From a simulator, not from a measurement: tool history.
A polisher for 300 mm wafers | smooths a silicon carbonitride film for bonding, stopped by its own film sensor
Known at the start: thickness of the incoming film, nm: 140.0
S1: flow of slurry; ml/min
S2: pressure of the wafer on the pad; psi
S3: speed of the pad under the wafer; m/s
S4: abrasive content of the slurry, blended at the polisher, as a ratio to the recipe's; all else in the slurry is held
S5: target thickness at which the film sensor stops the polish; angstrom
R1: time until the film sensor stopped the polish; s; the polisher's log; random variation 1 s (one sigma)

| run | hour | S1 | S2 | S3 | S4 | S5 | R1 |
|---|---|---|---|---|---|---|---|
| 1 | 0.0 | 265 | 1.6 | 1.04 | 1.0 | 1180 | 112.29 |
| 2 | 0.9 | 325 | 1.6 | 1.04 | 1.0 | 1180 | 109.48 |
| 3 | 3.7 | 325 | 1.6 | 1.04 | 0.8 | 1180 | 116.83 |
| 4 | 12.4 | 325 | 1.7 | 1.04 | 0.8 | 1180 | 112.50 |
| 5 | 13.9 | 325 | 1.4 | 1.04 | 0.8 | 1180 | 129.29 |
| 6 | 22.4 | 325 | 1.5 | 1.04 | 0.8 | 1180 | 122.67 |
| 7 | 28.0 | 325 | 1.6 | 1.04 | 0.8 | 1180 | 117.86 |

Forecast run 8:
| 8 | 35.9 | 325 | 1.7 | 1.04 | 0.8 | 1180 | ? |

{"run 8": {"R1": 112.03}}
